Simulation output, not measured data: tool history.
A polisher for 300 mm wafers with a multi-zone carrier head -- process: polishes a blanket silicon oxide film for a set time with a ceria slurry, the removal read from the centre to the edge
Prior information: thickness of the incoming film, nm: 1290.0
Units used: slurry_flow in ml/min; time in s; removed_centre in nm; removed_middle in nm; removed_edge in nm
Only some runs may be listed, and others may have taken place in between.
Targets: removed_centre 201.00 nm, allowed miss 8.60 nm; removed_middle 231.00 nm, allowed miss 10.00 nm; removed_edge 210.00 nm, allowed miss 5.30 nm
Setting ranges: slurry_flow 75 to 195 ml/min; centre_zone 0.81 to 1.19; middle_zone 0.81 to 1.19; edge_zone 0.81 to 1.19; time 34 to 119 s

run	hour	slurry_flow	centre_zone	middle_zone	edge_zone	time	removed_centre	removed_middle	removed_edge
1	0.0	125	1.00	1.00	1.00	76	275.24	277.89	271.18
2	5.1	125	1.00	1.00	0.92	76	273.48	272.12	258.81
3	12.3	125	0.95	1.00	0.92	76	261.77	279.06	258.40
4	16.7	125	0.95	1.00	0.89	76	256.62	273.95	257.30
5	24.8	115	0.94	1.01	0.87	73	241.50	254.53	239.91
6	30.8	115	0.94	1.01	0.93	73	245.07	260.62	247.55
7	37.1	110	0.92	1.02	0.90	71	222.30	257.16	236.36
8	44.8	105	0.92	1.02	0.87	70	224.83	245.56	228.06
9	51.9	85	0.84	1.06	0.82	67	179.03	226.90	200.63
10	58.4	90	0.85	1.05	0.82	67	187.93	223.09	203.77

Next run, 4 choices. One meets every target within its allowed miss, the rest don't. Which?
A	64.9	105	0.83	1.13	0.96	62	?	?	?
B	64.9	80	0.90	1.07	0.81	71	?	?	?
C	64.9	75	0.85	1.16	0.91	69	?	?	?
D	64.9	75	0.90	0.95	0.81	72	?	?	?

move	removed_centre	removed_middle	removed_edge
A	179.45	230.25	209.15
B	196.47	231.15	210.60
C	175.86	229.42	209.77
D	192.54	212.42	209.99
A: the biggest miss grows against the last run
B: all results land within tolerance of their targets
C: the biggest miss grows against the last run
D: the worst result of the last run now meets its target, but another is out of spec
The right move is B.
